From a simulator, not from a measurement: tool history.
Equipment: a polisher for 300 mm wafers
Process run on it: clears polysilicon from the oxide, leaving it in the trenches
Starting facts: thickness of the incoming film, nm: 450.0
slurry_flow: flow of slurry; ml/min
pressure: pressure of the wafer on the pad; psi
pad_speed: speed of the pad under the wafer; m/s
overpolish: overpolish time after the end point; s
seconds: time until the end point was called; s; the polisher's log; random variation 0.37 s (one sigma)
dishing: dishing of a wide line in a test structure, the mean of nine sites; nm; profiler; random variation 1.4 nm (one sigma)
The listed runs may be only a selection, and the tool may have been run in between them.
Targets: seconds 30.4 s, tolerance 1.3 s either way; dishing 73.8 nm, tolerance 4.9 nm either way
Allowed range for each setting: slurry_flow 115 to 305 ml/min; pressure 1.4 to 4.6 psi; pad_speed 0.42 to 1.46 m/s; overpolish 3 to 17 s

| run | hour | slurry_flow | pressure | pad_speed | overpolish | seconds | dishing |
|---|---|---|---|---|---|---|---|
| 1 | 0 | 195 | 3 | 0.94 | 9 | 37.431 | 60.39 |
| 2 | 1.3 | 195 | 3.1 | 0.94 | 9 | 37.894 | 62.378 |
| 3 | 2.4 | 195 | 3.1 | 0.72 | 9 | 47.677 | 55.176 |
| 4 | 10.5 | 220 | 3.1 | 0.72 | 9 | 47.448 | 55.013 |
| 5 | 14.5 | 170 | 3.1 | 0.72 | 9 | 48.356 | 54.777 |
| 6 | 18 | 170 | 3.1 | 0.82 | 9 | 42.677 | 58.102 |
| 7 | 22.9 | 170 | 3.3 | 0.82 | 9 | 41.003 | 59.624 |
| 8 | 28.1 | 170 | 3.3 | 0.82 | 9 | 40.386 | 57.24 |
| 9 | 36.2 | 170 | 3.4 | 0.82 | 10 | 40.197 | 65.337 |
| 10 | 41.2 | 170 | 3.5 | 0.82 | 10 | 37.5 | 61.685 |
| 11 | 42.7 | 170 | 3.6 | 0.82 | 10 | 37.293 | 65.224 |
| 12 | 46.8 | 170 | 3.7 | 0.82 | 10 | 36.446 | 66.152 |
| 13 | 50.6 | 170 | 3.8 | 0.82 | 10 | 35.541 | 63.877 |

Consider the 4 candidate settings below. Which is the only one whose results all fall within their allowed miss of target?
| A | 54.4 | 175 | 3.8 | 0.7 | 7 | ? | ? |
| B | 54.4 | 220 | 4.3 | 0.76 | 6 | ? | ? |
| C | 54.4 | 145 | 4.6 | 0.88 | 4 | ? | ? |
| D | 54.4 | 125 | 3.9 | 1 | 13 | ? | ? |

| move | seconds | dishing |
|---|---|---|
| A | 41.268 | 52.533 |
| B | 32.883 | 54.58 |
| C | 28.29 | 47.362 |
| D | 30.06 | 73.106 |
A: misses by more than the last run did
B: about as far from the targets as the last run
C: moves the result that the last run missed by most past its target, out the other side
D: meets every target
Go with D: it meets all targets.
